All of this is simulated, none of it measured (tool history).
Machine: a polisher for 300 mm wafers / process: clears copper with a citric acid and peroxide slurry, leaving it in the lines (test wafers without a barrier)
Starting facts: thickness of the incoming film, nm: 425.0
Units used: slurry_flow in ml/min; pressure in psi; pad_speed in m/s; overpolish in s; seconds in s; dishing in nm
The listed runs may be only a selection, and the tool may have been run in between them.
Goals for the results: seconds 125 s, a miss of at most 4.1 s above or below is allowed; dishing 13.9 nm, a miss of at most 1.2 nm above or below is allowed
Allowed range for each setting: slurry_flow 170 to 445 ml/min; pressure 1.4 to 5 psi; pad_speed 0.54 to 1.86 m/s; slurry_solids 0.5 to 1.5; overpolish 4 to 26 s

{"run": 1, "hour": 0.0, "slurry_flow": 285, "pressure": 3.2, "pad_speed": 1.18, "slurry_solids": 1, "overpolish": 13, "seconds": 119.91, "dishing": 27.796}
{"run": 2, "hour": 5.6, "slurry_flow": 285, "pressure": 3.2, "pad_speed": 0.9, "slurry_solids": 1, "overpolish": 13, "seconds": 155.54, "dishing": 23.647}
{"run": 3, "hour": 8.2, "slurry_flow": 310, "pressure": 3.2, "pad_speed": 0.9, "slurry_solids": 1, "overpolish": 13, "seconds": 155.13, "dishing": 22.428}
{"run": 4, "hour": 15.1, "slurry_flow": 310, "pressure": 3.2, "pad_speed": 0.76, "slurry_solids": 1, "overpolish": 13, "seconds": 178.88, "dishing": 20.188}
{"run": 5, "hour": 19.0, "slurry_flow": 310, "pressure": 3.2, "pad_speed": 0.54, "slurry_solids": 1, "overpolish": 13, "seconds": 257.03, "dishing": 14.757}
{"run": 6, "hour": 20.9, "slurry_flow": 325, "pressure": 3.4, "pad_speed": 0.54, "slurry_solids": 1, "overpolish": 12, "seconds": 237.54, "dishing": 15.182}
{"run": 7, "hour": 25.9, "slurry_flow": 325, "pressure": 3.4, "pad_speed": 0.54, "slurry_solids": 1, "overpolish": 12, "seconds": 236.93, "dishing": 14.782}
{"run": 8, "hour": 31.3, "slurry_flow": 340, "pressure": 3.6, "pad_speed": 0.56, "slurry_solids": 1, "overpolish": 11, "seconds": 215.63, "dishing": 15.017}
{"run": 9, "hour": 36.4, "slurry_flow": 355, "pressure": 3.8, "pad_speed": 0.58, "slurry_solids": 1, "overpolish": 10, "seconds": 197.49, "dishing": 14.451}
{"run": 10, "hour": 42.0, "slurry_flow": 355, "pressure": 4, "pad_speed": 0.6, "slurry_solids": 1, "overpolish": 9, "seconds": 183.77, "dishing": 14.273}
{"run": 11, "hour": 44.8, "slurry_flow": 355, "pressure": 4.1, "pad_speed": 0.62, "slurry_solids": 1, "overpolish": 8, "seconds": 173.89, "dishing": 14.062}
{"run": 12, "hour": 49.7, "slurry_flow": 355, "pressure": 4.1, "pad_speed": 0.62, "slurry_solids": 1, "overpolish": 8, "seconds": 170.93, "dishing": 13.767}
{"run": 13, "hour": 55.1, "slurry_flow": 355, "pressure": 4.1, "pad_speed": 0.62, "slurry_solids": 1, "overpolish": 8, "seconds": 171.34, "dishing": 13.713}
{"run": 14, "hour": 57.4, "slurry_flow": 360, "pressure": 5, "pad_speed": 0.68, "slurry_solids": 1, "overpolish": 4, "seconds": 129.66, "dishing": 9.3803}
{"run": 15, "hour": 61.4, "slurry_flow": 365, "pressure": 5, "pad_speed": 0.68, "slurry_solids": 1, "overpolish": 4, "seconds": 128.5, "dishing": 9.7584}

Exercise: of the 4 proposed moves below, exactly one satisfies all targets within the stated allowed misses. Which move is it?
{"run": "A", "hour": 65.4, "slurry_flow": 340, "pressure": 4.9, "pad_speed": 0.66, "slurry_solids": 1.2, "overpolish": 8, "seconds": "?", "dishing": "?"}
{"run": "B", "hour": 65.4, "slurry_flow": 290, "pressure": 4.9, "pad_speed": 0.7, "slurry_solids": 1.25, "overpolish": 6, "seconds": "?", "dishing": "?"}
{"run": "C", "hour": 65.4, "slurry_flow": 400, "pressure": 4.3, "pad_speed": 0.8, "slurry_solids": 0.9, "overpolish": 9, "seconds": "?", "dishing": "?"}
{"run": "D", "hour": 65.4, "slurry_flow": 355, "pressure": 4.7, "pad_speed": 0.7, "slurry_solids": 0.95, "overpolish": 9, "seconds": "?", "dishing": "?"}

move=A seconds=132.76 dishing=16.69
move=B seconds=126.27 dishing=13.436
move=C seconds=130.19 dishing=18.822
move=D seconds=135.71 dishing=18.173
A: takes the result that was furthest off past its target
B: every result lands within tolerance
C: takes the result that was furthest off past its target
D: takes the result that was furthest off past its target
The right move is B.
